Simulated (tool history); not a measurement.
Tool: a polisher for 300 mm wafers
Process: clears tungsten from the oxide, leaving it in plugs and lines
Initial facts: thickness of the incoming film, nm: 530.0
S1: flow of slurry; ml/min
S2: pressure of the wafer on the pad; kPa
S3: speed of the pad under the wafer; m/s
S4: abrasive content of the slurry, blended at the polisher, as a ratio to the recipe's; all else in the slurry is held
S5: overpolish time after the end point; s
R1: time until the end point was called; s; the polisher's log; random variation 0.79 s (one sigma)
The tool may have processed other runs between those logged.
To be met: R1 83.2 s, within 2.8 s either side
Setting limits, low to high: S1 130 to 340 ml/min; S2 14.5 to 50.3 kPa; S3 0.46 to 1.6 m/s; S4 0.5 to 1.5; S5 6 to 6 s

| run | hour | S1 | S2 | S3 | S4 | S5 | R1 |
|---|---|---|---|---|---|---|---|
| 1 | 0 | 220 | 32.4 | 1.02 | 1 | 6 | 100.62 |
| 2 | 8.1 | 220 | 33.8 | 1.02 | 1 | 6 | 95.145 |
| 3 | 10 | 220 | 35.2 | 1.02 | 1 | 6 | 91.003 |
| 4 | 18.8 | 220 | 29.6 | 1.02 | 1 | 6 | 108.52 |
| 5 | 23.5 | 220 | 29.6 | 1.02 | 1 | 6 | 109.05 |
| 6 | 30.2 | 220 | 31.7 | 1.02 | 1 | 6 | 100.51 |
| 7 | 39.1 | 220 | 33.1 | 1.02 | 1 | 6 | 97.176 |
| 8 | 43.5 | 220 | 34.5 | 1.02 | 1 | 6 | 93.516 |
| 9 | 48.5 | 220 | 35.9 | 1.02 | 1 | 6 | 89.072 |
| 10 | 56.3 | 220 | 36.5 | 1.02 | 1 | 6 | 88.547 |
| 11 | 59.9 | 220 | 37.2 | 1.02 | 1 | 6 | 85.552 |

Of the 4 settings listed for the next run, only one would bring every result within its allowed miss of target. Which one?
| A | 63.5 | 190 | 43.4 | 0.86 | 1.3 | 6 | ? |
| B | 63.5 | 225 | 31.7 | 1.16 | 0.95 | 6 | ? |
| C | 63.5 | 195 | 38.6 | 0.94 | 1.1 | 6 | ? |
| D | 63.5 | 215 | 42.1 | 0.82 | 1.05 | 6 | ? |

| move | R1 |
|---|---|
| A | 82.784 |
| B | 89.452 |
| C | 88.824 |
| D | 93.098 |
A: each result inside its tolerance
B: lands further from the targets than the last run did
C: lands further from the targets than the last run did
D: lands further from the targets than the last run did
The right move is A.

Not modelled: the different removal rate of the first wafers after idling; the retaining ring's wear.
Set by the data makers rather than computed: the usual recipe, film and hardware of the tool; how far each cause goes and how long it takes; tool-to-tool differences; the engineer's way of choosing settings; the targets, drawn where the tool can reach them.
